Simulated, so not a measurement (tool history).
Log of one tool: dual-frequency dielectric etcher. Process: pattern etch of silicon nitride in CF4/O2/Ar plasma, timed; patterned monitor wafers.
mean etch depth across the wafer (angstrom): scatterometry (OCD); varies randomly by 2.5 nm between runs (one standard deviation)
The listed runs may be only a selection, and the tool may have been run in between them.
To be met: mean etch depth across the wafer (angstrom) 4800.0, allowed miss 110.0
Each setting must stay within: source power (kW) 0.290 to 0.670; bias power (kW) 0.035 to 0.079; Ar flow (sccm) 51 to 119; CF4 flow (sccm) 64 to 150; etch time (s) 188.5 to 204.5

run,day,source power (kW),bias power (kW),Ar flow (sccm),CF4 flow (sccm),etch time (s),mean etch depth across the wafer (angstrom)
1,0.000,0.480,0.057,85,107,204.5,3982.7
2,0.167,0.480,0.057,85,126,204.5,4007.7
3,0.304,0.480,0.057,85,138,204.5,4061.6
4,0.508,0.480,0.057,76,138,204.5,4118.8
5,0.854,0.480,0.057,70,138,204.5,4135.7
6,1.017,0.480,0.057,70,138,204.5,4166.2
7,1.312,0.490,0.057,70,138,204.5,4199.2
8,1.471,0.500,0.057,70,138,204.5,4359.9
9,1.588,0.510,0.057,70,138,204.5,4384.8
10,1.954,0.520,0.057,70,138,204.5,4501.6

Which one of the following 4 next-run settings gets every result inside its allowed miss? There is exactly one.
A,2.321,0.540,0.060,72,150,196.0,?
B,2.321,0.510,0.054,81,119,202.5,?
C,2.321,0.650,0.056,101,128,191.5,?
D,2.321,0.520,0.057,71,142,197.5,?

move,mean etch depth across the wafer (angstrom)
A,4523.2
B,4142.4
C,4801.0
D,4321.7
A: better than the last run, though not everything is in spec
B: misses by more than the last run did
C: in spec on every target
D: misses by more than the last run did
Answer: C
